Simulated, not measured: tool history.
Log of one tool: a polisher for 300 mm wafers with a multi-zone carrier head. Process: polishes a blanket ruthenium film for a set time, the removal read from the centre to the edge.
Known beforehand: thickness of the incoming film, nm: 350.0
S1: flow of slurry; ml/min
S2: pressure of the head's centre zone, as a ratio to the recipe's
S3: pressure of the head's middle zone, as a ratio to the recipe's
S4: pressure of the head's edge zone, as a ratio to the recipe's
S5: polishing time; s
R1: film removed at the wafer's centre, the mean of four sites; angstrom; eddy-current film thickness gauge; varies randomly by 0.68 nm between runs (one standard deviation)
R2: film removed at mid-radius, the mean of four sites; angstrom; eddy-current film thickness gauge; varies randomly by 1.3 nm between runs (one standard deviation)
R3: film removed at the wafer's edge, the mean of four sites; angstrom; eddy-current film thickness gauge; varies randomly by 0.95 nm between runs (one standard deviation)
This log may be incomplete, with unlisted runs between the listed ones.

{"run": 1, "hour": 0.0, "S1": 145, "S2": 1.0, "S3": 1.0, "S4": 1.0, "S5": 61, "R1": 666.66, "R2": 624.09, "R3": 630.37}
{"run": 2, "hour": 0.5, "S1": 145, "S2": 1.05, "S3": 1.0, "S4": 1.0, "S5": 61, "R1": 689.68, "R2": 631.59, "R3": 631.95}
{"run": 3, "hour": 1.8, "S1": 145, "S2": 1.05, "S3": 1.0, "S4": 0.92, "S5": 61, "R1": 680.53, "R2": 635.55, "R3": 601.33}
{"run": 4, "hour": 9.7, "S1": 145, "S2": 1.05, "S3": 1.0, "S4": 0.92, "S5": 69, "R1": 774.49, "R2": 722.26, "R3": 696.42}
{"run": 5, "hour": 17.4, "S1": 150, "S2": 1.06, "S3": 1.0, "S4": 0.97, "S5": 72, "R1": 826.47, "R2": 757.01, "R3": 742.36}
{"run": 6, "hour": 25.5, "S1": 150, "S2": 1.06, "S3": 0.96, "S4": 0.97, "S5": 72, "R1": 823.99, "R2": 739.06, "R3": 749.56}
{"run": 7, "hour": 27.8, "S1": 150, "S2": 1.06, "S3": 0.96, "S4": 0.97, "S5": 72, "R1": 824.83, "R2": 712.29, "R3": 751.67}

Forecast run 8:
{"run": 8, "hour": 36.7, "S1": 190, "S2": 1.1, "S3": 0.98, "S4": 1.07, "S5": 85, "R1": "?", "R2": "?", "R3": "?"}

{"run 8": {"R1": 1045.5, "R2": 906.32, "R3": 944.38}}
